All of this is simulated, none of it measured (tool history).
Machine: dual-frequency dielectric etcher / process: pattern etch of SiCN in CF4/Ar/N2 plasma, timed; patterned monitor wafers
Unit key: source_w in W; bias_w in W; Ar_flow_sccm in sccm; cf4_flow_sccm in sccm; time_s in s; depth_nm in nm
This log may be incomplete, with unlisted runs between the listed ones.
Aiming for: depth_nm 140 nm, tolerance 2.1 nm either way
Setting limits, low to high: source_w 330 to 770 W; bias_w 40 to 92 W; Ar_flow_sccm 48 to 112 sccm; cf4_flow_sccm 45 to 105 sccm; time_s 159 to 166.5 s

run,day,source_w,bias_w,Ar_flow_sccm,cf4_flow_sccm,time_s,depth_nm
1,0,550,66,80,75,159,169.75
2,0.246,550,66,80,69,159,167.75
3,0.358,550,73,80,69,159,174.65
4,0.579,510,73,80,69,159,161.85
5,0.642,490,73,80,69,159,155.73
6,0.667,490,73,93,69,159,152.55
7,0.688,480,73,93,69,159,149.2
8,0.871,470,73,93,69,159,145.47
9,1.054,460,73,93,69,159,143.57

Which single option among these 5 for the next run brings every result within its allowed miss of target? Just one does.
A,1.238,450,79,96,64,162.5,?
B,1.238,440,71,91,73,161.5,?
C,1.238,440,79,89,61,165.5,?
D,1.238,450,77,99,72,166.5,?
E,1.238,420,87,82,79,160.5,?

move,depth_nm
A,146.91
B,139.27
C,147.42
D,149.84
E,147.38
A: the biggest miss grows against the last run
B: all results in spec
C: the biggest miss grows against the last run
D: the biggest miss grows against the last run
E: the biggest miss grows against the last run
The move that meets every target is B.

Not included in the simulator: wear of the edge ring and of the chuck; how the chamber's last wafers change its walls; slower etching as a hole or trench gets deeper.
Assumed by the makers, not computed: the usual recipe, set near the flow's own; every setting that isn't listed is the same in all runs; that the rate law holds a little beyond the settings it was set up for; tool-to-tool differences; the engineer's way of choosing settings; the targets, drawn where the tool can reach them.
